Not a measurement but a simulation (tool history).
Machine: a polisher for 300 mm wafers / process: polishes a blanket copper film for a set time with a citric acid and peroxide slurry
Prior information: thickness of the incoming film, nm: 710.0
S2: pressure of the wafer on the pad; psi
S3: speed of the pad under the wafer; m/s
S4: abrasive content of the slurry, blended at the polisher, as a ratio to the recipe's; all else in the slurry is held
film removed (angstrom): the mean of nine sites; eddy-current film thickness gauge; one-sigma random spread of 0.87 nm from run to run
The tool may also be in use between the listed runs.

Run 1, day 0: flow of slurry (ml/min) 150, S2 4.2 psi, S3 1.06 m/s, S4 1, polishing time (s) 80. Result: film removed (angstrom) 1978.2.
Run 2, day 0.158: flow of slurry (ml/min) 140, S2 3.8 psi, S3 1.06 m/s, S4 1, polishing time (s) 80. Result: film removed (angstrom) 1770.3.
Run 3, day 0.279: flow of slurry (ml/min) 140, S2 3.8 psi, S3 1.06 m/s, S4 0.85, polishing time (s) 80. Result: film removed (angstrom) 1681.
Run 4, day 0.646: flow of slurry (ml/min) 120, S2 3.8 psi, S3 1.06 m/s, S4 0.85, polishing time (s) 80. Result: film removed (angstrom) 1620.6.
Run 5, day 0.712: flow of slurry (ml/min) 120, S2 3.8 psi, S3 1.06 m/s, S4 0.95, polishing time (s) 80. Result: film removed (angstrom) 1689.1.
Run 6, day 0.946: flow of slurry (ml/min) 115, S2 3.6 psi, S3 1.06 m/s, S4 0.95, polishing time (s) 80. Result: film removed (angstrom) 1578.4.
Run 7, day 1.05: flow of slurry (ml/min) 110, S2 3.5 psi, S3 1.06 m/s, S4 0.95, polishing time (s) 80. Result: film removed (angstrom) 1517.2.

Forecast run 8:
Run 8, day 1.142: flow of slurry (ml/min) 105, S2 3.4 psi, S3 1.06 m/s, S4 0.95, polishing time (s) 80. Result: film removed (angstrom) ?.

film removed (angstrom): 1466.1
